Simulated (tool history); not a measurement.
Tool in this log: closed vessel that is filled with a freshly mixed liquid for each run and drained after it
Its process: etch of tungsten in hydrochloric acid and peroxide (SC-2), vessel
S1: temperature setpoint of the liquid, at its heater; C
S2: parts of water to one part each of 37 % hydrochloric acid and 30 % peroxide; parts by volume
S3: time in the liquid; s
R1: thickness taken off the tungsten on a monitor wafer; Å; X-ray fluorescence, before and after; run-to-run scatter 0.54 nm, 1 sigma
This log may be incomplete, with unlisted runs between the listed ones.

run	day	S1	S2	S3	R1
1	0.000	54.0	8.5	90	370.20
2	0.267	57.0	8.5	90	447.37
3	0.588	57.0	8.5	95	477.59
4	0.662	61.5	8.5	95	637.99
5	0.812	62.0	8.5	95	644.07
6	1.038	59.5	8.5	95	547.22
7	1.079	59.5	8.5	95	556.17

Run 8 comes next. What will it give?
8	1.154	60.5	8.5	95	?

R1: 595.61 Å
